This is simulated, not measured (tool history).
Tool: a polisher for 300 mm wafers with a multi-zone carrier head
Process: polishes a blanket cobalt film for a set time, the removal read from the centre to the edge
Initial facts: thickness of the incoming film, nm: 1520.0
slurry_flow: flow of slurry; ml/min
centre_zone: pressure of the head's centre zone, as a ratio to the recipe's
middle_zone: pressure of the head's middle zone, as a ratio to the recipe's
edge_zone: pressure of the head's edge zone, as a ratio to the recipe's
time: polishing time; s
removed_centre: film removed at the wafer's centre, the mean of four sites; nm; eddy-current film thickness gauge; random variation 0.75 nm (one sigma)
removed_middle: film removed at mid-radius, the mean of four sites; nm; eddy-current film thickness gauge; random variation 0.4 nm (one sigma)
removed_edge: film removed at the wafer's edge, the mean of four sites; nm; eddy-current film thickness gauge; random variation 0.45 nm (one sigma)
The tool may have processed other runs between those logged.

Run 1, day 0.000: slurry_flow 295 ml/min, centre_zone 1.00, middle_zone 1.00, edge_zone 1.00, time 33 s. Result: removed_centre 118.230 nm, removed_middle 117.920 nm, removed_edge 115.130 nm.
Run 2, day 0.258: slurry_flow 245 ml/min, centre_zone 1.00, middle_zone 1.00, edge_zone 1.00, time 33 s. Result: removed_centre 116.480 nm, removed_middle 117.140 nm, removed_edge 115.030 nm.
Run 3, day 0.333: slurry_flow 245 ml/min, centre_zone 1.06, middle_zone 1.00, edge_zone 1.00, time 33 s. Result: removed_centre 122.000 nm, removed_middle 116.300 nm, removed_edge 114.060 nm.
Run 4, day 0.533: slurry_flow 295 ml/min, centre_zone 1.06, middle_zone 1.00, edge_zone 1.00, time 33 s. Result: removed_centre 124.190 nm, removed_middle 119.790 nm, removed_edge 115.200 nm.
Run 5, day 0.567: slurry_flow 245 ml/min, centre_zone 1.06, middle_zone 1.00, edge_zone 1.00, time 33 s. Result: removed_centre 122.470 nm, removed_middle 117.460 nm, removed_edge 114.190 nm.
Run 6, day 0.871: slurry_flow 285 ml/min, centre_zone 1.06, middle_zone 1.00, edge_zone 1.00, time 33 s. Result: removed_centre 123.100 nm, removed_middle 118.960 nm, removed_edge 115.930 nm.
Run 7, day 1.021: slurry_flow 275 ml/min, centre_zone 1.03, middle_zone 0.97, edge_zone 0.98, time 31 s. Result: removed_centre 112.180 nm, removed_middle 108.500 nm, removed_edge 108.090 nm.
Run 8, day 1.083: slurry_flow 270 ml/min, centre_zone 1.02, middle_zone 0.95, edge_zone 0.96, time 29 s. Result: removed_centre 104.740 nm, removed_middle 99.390 nm, removed_edge 99.744 nm.
Run 9, day 1.333: slurry_flow 205 ml/min, centre_zone 0.92, middle_zone 0.85, edge_zone 0.89, time 19 s. Result: removed_centre 59.726 nm, removed_middle 58.411 nm, removed_edge 62.468 nm.
Run 10, day 1.596: slurry_flow 230 ml/min, centre_zone 0.93, middle_zone 0.85, edge_zone 0.90, time 19 s. Result: removed_centre 62.762 nm, removed_middle 59.404 nm, removed_edge 63.559 nm.
Run 11, day 1.742: slurry_flow 245 ml/min, centre_zone 0.93, middle_zone 0.85, edge_zone 0.92, time 19 s. Result: removed_centre 61.767 nm, removed_middle 59.808 nm, removed_edge 64.221 nm.
Run 12, day 1.983: slurry_flow 265 ml/min, centre_zone 0.94, middle_zone 0.85, edge_zone 0.94, time 19 s. Result: removed_centre 62.396 nm, removed_middle 59.679 nm, removed_edge 64.921 nm.
Run 13, day 2.258: slurry_flow 275 ml/min, centre_zone 0.95, middle_zone 0.86, edge_zone 0.96, time 19 s. Result: removed_centre 63.972 nm, removed_middle 60.675 nm, removed_edge 65.142 nm.
Run 14, day 2.375: slurry_flow 280 ml/min, centre_zone 0.96, middle_zone 0.86, edge_zone 0.98, time 19 s. Result: removed_centre 65.610 nm, removed_middle 60.534 nm, removed_edge 66.216 nm.
Run 15, day 2.567: slurry_flow 280 ml/min, centre_zone 0.96, middle_zone 0.86, edge_zone 0.98, time 19 s. Result: removed_centre 64.623 nm, removed_middle 60.951 nm, removed_edge 65.970 nm.
Run 16, day 2.675: slurry_flow 365 ml/min, centre_zone 0.99, middle_zone 0.88, edge_zone 1.08, time 19 s. Result: removed_centre 69.444 nm, removed_middle 63.258 nm, removed_edge 69.343 nm.

Estimate the outcome of run 17 from the log above:
Run 17, day 2.962: slurry_flow 365 ml/min, centre_zone 0.99, middle_zone 0.88, edge_zone 1.09, time 19 s. Result: removed_centre ?, removed_middle ?, removed_edge ?.

For run 17 the tool returned removed_centre 67.719 nm, removed_middle 62.845 nm, removed_edge 68.529 nm.
